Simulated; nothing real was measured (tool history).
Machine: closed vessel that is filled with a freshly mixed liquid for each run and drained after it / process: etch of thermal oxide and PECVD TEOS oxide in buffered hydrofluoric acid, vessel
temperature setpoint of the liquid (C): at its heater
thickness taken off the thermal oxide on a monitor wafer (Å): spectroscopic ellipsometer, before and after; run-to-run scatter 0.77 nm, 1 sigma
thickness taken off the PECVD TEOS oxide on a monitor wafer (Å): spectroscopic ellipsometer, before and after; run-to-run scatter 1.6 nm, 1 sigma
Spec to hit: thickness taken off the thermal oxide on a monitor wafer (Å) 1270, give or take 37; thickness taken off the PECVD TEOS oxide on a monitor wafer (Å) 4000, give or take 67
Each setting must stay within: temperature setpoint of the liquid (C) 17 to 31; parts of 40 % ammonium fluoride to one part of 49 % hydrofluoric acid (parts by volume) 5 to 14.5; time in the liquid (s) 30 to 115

run	day	temperature setpoint of the liquid (C)	parts of 40 % ammonium fluoride to one part of 49 % hydrofluoric acid (parts by volume)	time in the liquid (s)	thickness taken off the thermal oxide on a monitor wafer (Å)	thickness taken off the PECVD TEOS oxide on a monitor wafer (Å)
1	0	23	9	60	718.26	2259.8
2	0.375	20	9	60	610.49	1900.8
3	0.717	21	9	60	640.8	2031.7
4	0.85	22	9	60	686.6	2142.5
5	0.908	22	9	85	967.85	3027
6	0.967	22.5	9	85	985.75	3118.8
7	1.279	23	9	85	1020.6	3193.1
8	1.654	23.5	9	85	1037.5	3254.9
# day 1.8: hydrofluoric acid flow meter replaced
9	1.8	24	9	85	1023.8	3216
10	1.888	24.5	9	85	1050.9	3282.7

Which single option among these 5 for the next run brings every result within its allowed miss of target? Just one does.
A	1.975	28.5	9	80	?	?
B	1.975	17	7	115	?	?
C	1.975	24.5	7.5	85	?	?
D	1.975	24	8.5	95	?	?
E	1.975	25	5	55	?	?

move	thickness taken off the thermal oxide on a monitor wafer (Å)	thickness taken off the PECVD TEOS oxide on a monitor wafer (Å)
A	1199.6	3853.2
B	1203.3	3865
C	1253.2	4025.3
D	1190.4	3823.4
E	1196.7	3843.9
A: closes in on the targets versus the last run, not all within tolerance yet
B: closes in on the targets versus the last run, not all within tolerance yet
C: hits every target within its allowed miss
D: closes in on the targets versus the last run, not all within tolerance yet
E: closes in on the targets versus the last run, not all within tolerance yet
C meets every target.
